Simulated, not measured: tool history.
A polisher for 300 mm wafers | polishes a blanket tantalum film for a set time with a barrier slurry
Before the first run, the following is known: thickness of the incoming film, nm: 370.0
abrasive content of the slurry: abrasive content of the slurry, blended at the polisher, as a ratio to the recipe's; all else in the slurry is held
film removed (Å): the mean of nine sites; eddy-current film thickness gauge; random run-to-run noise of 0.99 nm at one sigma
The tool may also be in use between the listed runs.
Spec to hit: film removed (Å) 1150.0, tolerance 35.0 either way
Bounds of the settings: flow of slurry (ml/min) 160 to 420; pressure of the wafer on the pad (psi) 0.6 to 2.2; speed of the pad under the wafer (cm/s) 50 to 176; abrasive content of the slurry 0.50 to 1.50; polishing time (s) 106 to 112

| run | hour | flow of slurry (ml/min) | pressure of the wafer on the pad (psi) | speed of the pad under the wafer (cm/s) | abrasive content of the slurry | polishing time (s) | film removed (Å) |
|---|---|---|---|---|---|---|---|
| 1 | 0.0 | 270 | 1.4 | 112 | 1.00 | 106 | 1468.6 |
| 2 | 3.7 | 270 | 1.3 | 112 | 1.00 | 106 | 1410.5 |
| 3 | 8.9 | 270 | 1.3 | 112 | 0.80 | 106 | 1300.8 |
| 4 | 10.6 | 295 | 1.3 | 112 | 0.80 | 106 | 1328.4 |
| 5 | 12.7 | 285 | 1.3 | 112 | 0.80 | 106 | 1337.4 |
| 6 | 16.7 | 275 | 1.3 | 112 | 0.80 | 106 | 1308.3 |
| 7 | 21.8 | 260 | 1.3 | 112 | 0.80 | 106 | 1310.1 |
| 8 | 27.5 | 260 | 1.2 | 112 | 0.80 | 106 | 1228.4 |

Consider the 4 candidate settings below. Which is the only one whose results all fall within their allowed miss of target?
| A | 33.2 | 275 | 1.0 | 124 | 0.65 | 110 | ? |
| B | 33.2 | 240 | 1.2 | 116 | 0.75 | 109 | ? |
| C | 33.2 | 265 | 1.3 | 114 | 0.80 | 110 | ? |
| D | 33.2 | 275 | 1.1 | 108 | 0.95 | 112 | ? |

| move | film removed (Å) |
|---|---|
| A | 1160.2 |
| B | 1273.1 |
| C | 1386.5 |
| D | 1250.6 |
A: all results in spec
B: misses by more than the last run did
C: misses by more than the last run did
D: misses by more than the last run did
Correct choice: A, which meets every target
